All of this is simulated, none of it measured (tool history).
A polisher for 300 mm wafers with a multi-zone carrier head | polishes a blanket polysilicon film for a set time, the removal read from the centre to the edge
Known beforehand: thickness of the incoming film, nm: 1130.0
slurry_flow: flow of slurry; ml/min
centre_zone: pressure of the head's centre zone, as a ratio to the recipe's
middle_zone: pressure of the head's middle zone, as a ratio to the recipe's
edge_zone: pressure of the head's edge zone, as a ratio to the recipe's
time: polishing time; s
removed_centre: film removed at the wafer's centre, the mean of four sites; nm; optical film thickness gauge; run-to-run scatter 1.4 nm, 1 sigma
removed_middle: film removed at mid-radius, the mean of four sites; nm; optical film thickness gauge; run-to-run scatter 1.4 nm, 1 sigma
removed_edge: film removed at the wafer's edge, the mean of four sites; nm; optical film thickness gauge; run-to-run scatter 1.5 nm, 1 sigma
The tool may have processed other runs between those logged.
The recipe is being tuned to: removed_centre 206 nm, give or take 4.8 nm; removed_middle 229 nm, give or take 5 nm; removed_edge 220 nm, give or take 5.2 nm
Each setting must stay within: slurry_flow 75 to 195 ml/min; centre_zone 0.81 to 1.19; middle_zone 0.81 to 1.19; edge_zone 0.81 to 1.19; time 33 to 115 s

run  hour  slurry_flow  centre_zone  middle_zone  edge_zone  time  removed_centre  removed_middle  removed_edge
  1     0          125            1            1          1    73          335.74          341.72        341.21
  2   5.6          125            1            1       1.05    73          336.55           344.8        349.91
  3  11.1          125         1.08            1       1.05    73          365.68          344.25        351.97
  4  17.1          115         1.03         0.99       0.99    66          306.96           296.9        302.44
  5  22.4          115            1         0.99       0.99    66           298.2          303.59         308.1
  6  30.4          115            1         0.99       0.99    59          267.72           268.6        272.77
  7  31.1           85          0.9         0.97       0.89    51          188.71          210.14        213.65
  8  38.7          120         0.91         0.99       0.85    51          213.83          237.05        221.61

Which one of the following 5 next-run settings gets every result inside its allowed miss? There is exactly one.
  A  46.3          125         0.95         0.91       0.85    51               ?               ?             ?
  B  46.3          135         1.04         1.07       1.15    45               ?               ?             ?
  C  46.3          130         0.97         0.96       0.87    50               ?               ?             ?
  D  46.3           85         0.96         1.04        0.9    52               ?               ?             ?
  E  46.3          140         0.97         1.08       0.81    47               ?               ?             ?

move  removed_centre  removed_middle  removed_edge
   A          224.14          222.44        224.41
   B          220.86          224.67         225.8
   C          226.61          228.62        223.11
   D           206.5          226.79        218.28
   E          216.82          238.22        206.19
A: the biggest miss grows against the last run
B: the biggest miss grows against the last run
C: the biggest miss grows against the last run
D: every result lands within tolerance
E: the biggest miss grows against the last run
Go with D: it meets all targets.

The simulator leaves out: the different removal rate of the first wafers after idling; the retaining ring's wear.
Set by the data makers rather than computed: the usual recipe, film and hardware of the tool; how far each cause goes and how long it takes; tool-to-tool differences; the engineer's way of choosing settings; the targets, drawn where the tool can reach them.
